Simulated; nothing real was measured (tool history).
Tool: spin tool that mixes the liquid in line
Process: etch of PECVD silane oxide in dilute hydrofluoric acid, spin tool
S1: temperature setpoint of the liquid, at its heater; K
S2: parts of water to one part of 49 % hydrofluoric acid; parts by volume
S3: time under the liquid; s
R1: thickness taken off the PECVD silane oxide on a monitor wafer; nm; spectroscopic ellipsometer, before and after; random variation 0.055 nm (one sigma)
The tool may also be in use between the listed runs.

run	hour	S1	S2	S3	R1
1	0.0	295.15	265	265	15.638
2	0.6	294.15	265	265	15.100
3	8.1	297.65	265	265	17.074
4	10.5	300.65	265	265	18.874
5	12.7	298.65	265	265	17.600
6	15.2	297.15	265	265	16.800
7	18.3	295.65	265	265	15.939

The next listed run, before its measurement:
8	18.9	294.65	265	265	?

Run 8 gave R1 15.288 nm.
